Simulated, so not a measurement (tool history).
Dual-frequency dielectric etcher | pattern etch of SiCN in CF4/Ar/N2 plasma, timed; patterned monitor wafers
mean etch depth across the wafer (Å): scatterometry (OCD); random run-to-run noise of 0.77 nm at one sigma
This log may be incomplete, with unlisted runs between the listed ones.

| run | hour | source power (kW) | bias power (kW) | Ar flow (sccm) | CF4 flow (sccm) | etch time (s) | mean etch depth across the wafer (Å) |
|---|---|---|---|---|---|---|---|
| 1 | 0.0 | 0.520 | 0.097 | 82 | 44 | 124.5 | 1282.9 |
| 2 | 5.1 | 0.580 | 0.097 | 82 | 44 | 124.5 | 1402.9 |
| 3 | 6.4 | 0.560 | 0.096 | 82 | 44 | 124.5 | 1360.7 |
| 4 | 10.3 | 0.630 | 0.096 | 82 | 44 | 124.5 | 1498.6 |
| 5 | 14.2 | 0.630 | 0.083 | 82 | 44 | 124.5 | 1424.8 |
| 6 | 16.5 | 0.630 | 0.077 | 82 | 44 | 124.5 | 1372.1 |
| 7 | 21.9 | 0.610 | 0.077 | 82 | 44 | 124.5 | 1329.3 |
| 8 | 30.7 | 0.590 | 0.077 | 82 | 44 | 124.5 | 1290.4 |

What will run 9 give?
| 9 | 38.4 | 0.580 | 0.077 | 82 | 44 | 124.5 | ? |

Logged for run 9: mean etch depth across the wafer (Å) 1279.0.
